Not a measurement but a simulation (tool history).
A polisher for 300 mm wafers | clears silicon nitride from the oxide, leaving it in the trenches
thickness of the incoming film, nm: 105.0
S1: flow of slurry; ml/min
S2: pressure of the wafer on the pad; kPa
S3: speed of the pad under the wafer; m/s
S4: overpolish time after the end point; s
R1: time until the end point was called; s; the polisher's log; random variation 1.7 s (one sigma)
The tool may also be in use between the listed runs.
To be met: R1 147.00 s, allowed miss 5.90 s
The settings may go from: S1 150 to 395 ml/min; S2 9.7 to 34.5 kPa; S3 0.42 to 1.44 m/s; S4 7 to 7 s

Run 1, hour 0.0: S1 250 ml/min, S2 22.1 kPa, S3 0.92 m/s, S4 7 s. Result: R1 121.95 s.
Run 2, hour 6.7: S1 250 ml/min, S2 20.7 kPa, S3 0.92 m/s, S4 7 s. Result: R1 131.46 s.
Run 3, hour 12.6: S1 250 ml/min, S2 20.0 kPa, S3 0.92 m/s, S4 7 s. Result: R1 134.12 s.
Run 4, hour 13.7: S1 225 ml/min, S2 20.0 kPa, S3 0.92 m/s, S4 7 s. Result: R1 135.41 s.
Run 5, hour 16.8: S1 225 ml/min, S2 20.0 kPa, S3 0.74 m/s, S4 7 s. Result: R1 171.80 s.
Run 6, hour 21.2: S1 225 ml/min, S2 20.7 kPa, S3 0.74 m/s, S4 7 s. Result: R1 166.06 s.
Run 7, hour 23.0: S1 225 ml/min, S2 21.4 kPa, S3 0.74 m/s, S4 7 s. Result: R1 159.75 s.
Run 8, hour 31.8: S1 225 ml/min, S2 22.1 kPa, S3 0.74 m/s, S4 7 s. Result: R1 152.11 s.

Which of these 4 next moves meets every target?
Run A, hour 40.6: S1 245 ml/min, S2 21.4 kPa, S3 0.74 m/s, S4 7 s. Result: R1 ?.
Run B, hour 40.6: S1 235 ml/min, S2 20.0 kPa, S3 0.78 m/s, S4 7 s. Result: R1 ?.
Run C, hour 40.6: S1 210 ml/min, S2 22.1 kPa, S3 0.72 m/s, S4 7 s. Result: R1 ?.
Run D, hour 40.6: S1 205 ml/min, S2 24.1 kPa, S3 0.72 m/s, S4 7 s. Result: R1 ?.

move      R1
   A  156.91
   B  159.79
   C  158.87
   D  146.04
A: further off than the last run
B: further off than the last run
C: further off than the last run
D: meets every target
Move D is the one to make.

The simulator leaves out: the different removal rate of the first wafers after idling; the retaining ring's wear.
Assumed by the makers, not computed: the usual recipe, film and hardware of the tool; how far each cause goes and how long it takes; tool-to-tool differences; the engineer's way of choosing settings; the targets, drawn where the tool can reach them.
